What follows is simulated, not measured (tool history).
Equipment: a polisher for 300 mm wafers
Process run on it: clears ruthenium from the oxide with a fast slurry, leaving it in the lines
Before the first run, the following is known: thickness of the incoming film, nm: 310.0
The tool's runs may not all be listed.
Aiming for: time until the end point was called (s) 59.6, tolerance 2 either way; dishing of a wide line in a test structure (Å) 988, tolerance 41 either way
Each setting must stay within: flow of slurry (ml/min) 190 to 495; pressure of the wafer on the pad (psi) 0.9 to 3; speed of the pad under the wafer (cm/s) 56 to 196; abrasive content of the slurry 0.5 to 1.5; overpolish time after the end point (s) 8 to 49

run	hour	flow of slurry (ml/min)	pressure of the wafer on the pad (psi)	speed of the pad under the wafer (cm/s)	abrasive content of the slurry	overpolish time after the end point (s)	time until the end point was called (s)	dishing of a wide line in a test structure (Å)
1	0	320	1.9	126	1	25	105.6	514.11
2	2.8	245	1.9	126	1	25	107.91	511.38
3	7.2	245	1.9	126	1.15	25	101.59	533.83
4	15.6	245	2.1	126	1.15	26	92.386	583.72
5	16.5	245	2.1	126	1.35	26	87.172	623.99
6	24.3	320	2.1	126	1.35	26	84.387	621.68
7	31.9	320	2.2	126	1.35	27	81.626	656.81
8	36.3	320	2.3	126	1.35	28	77.761	708.25

Which one of the following 5 next-run settings gets every result inside its allowed miss? There is exactly one.
A	40.7	295	2.4	158	1.5	32	?	?
B	40.7	330	2.4	144	1.5	28	?	?
C	40.7	255	2.6	146	1.15	35	?	?
D	40.7	310	2.4	142	1.5	33	?	?
E	40.7	290	2.6	154	1.3	39	?	?

move	time until the end point was called (s)	dishing of a wide line in a test structure (Å)
A	59.089	887.13
B	63.604	789.97
C	65.506	880.87
D	64.63	859.69
E	59.007	977.18
A: puts the biggest miss on target and leaves a different result outside tolerance
B: nearer the targets than the last run, but a result is still out of spec
C: nearer the targets than the last run, but a result is still out of spec
D: nearer the targets than the last run, but a result is still out of spec
E: each result inside its tolerance
Correct choice: E, which meets every target
